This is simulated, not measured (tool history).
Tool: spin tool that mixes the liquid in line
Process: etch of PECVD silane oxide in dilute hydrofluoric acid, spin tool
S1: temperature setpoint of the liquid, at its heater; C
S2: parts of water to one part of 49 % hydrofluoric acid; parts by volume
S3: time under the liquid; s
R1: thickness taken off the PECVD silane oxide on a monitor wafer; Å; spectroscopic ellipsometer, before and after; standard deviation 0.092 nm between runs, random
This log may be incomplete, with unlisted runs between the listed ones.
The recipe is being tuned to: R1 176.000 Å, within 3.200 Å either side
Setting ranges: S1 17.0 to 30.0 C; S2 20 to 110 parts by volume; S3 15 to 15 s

| run | hour | S1 | S2 | S3 | R1 |
|---|---|---|---|---|---|
| 1 | 0.0 | 22.0 | 60 | 15 | 68.487 |
| 2 | 4.8 | 24.5 | 50 | 15 | 91.963 |
| 3 | 7.5 | 26.0 | 45 | 15 | 109.490 |
| 4 | 14.9 | 24.0 | 45 | 15 | 101.730 |
| 5 | 23.4 | 24.0 | 65 | 15 | 67.975 |
| 6 | 27.4 | 26.0 | 55 | 15 | 88.903 |
| 7 | 35.8 | 27.0 | 45 | 15 | 115.440 |
| 8 | 42.2 | 28.0 | 40 | 15 | 134.650 |
| 9 | 46.2 | 28.5 | 35 | 15 | 158.640 |
| 10 | 47.1 | 29.0 | 35 | 15 | 159.770 |
| 11 | 49.1 | 29.5 | 35 | 15 | 165.660 |
| 12 | 49.9 | 30.0 | 35 | 15 | 169.740 |
| 13 | 58.3 | 29.5 | 35 | 15 | 164.410 |
| 14 | 61.3 | 30.0 | 35 | 15 | 168.700 |
| 15 | 65.0 | 30.0 | 30 | 15 | 198.420 |
| 16 | 72.4 | 29.0 | 30 | 15 | 188.260 |

4 candidate next runs follow, results not yet known. Just one meets every target within its allowed miss. Identify it.
| A | 79.8 | 28.5 | 30 | 15 | ? |
| B | 79.8 | 26.5 | 25 | 15 | ? |
| C | 79.8 | 22.5 | 25 | 15 | ? |
| D | 79.8 | 30.0 | 35 | 15 | ? |

| move | R1 |
|---|---|
| A | 187.200 |
| B | 208.550 |
| C | 176.380 |
| D | 169.110 |
A: nearer the targets than the last run, but a result is still out of spec
B: further off than the last run
C: every result lands within tolerance
D: the result that was furthest off in the last run now lies on the other side of its target
The move that meets every target is C.
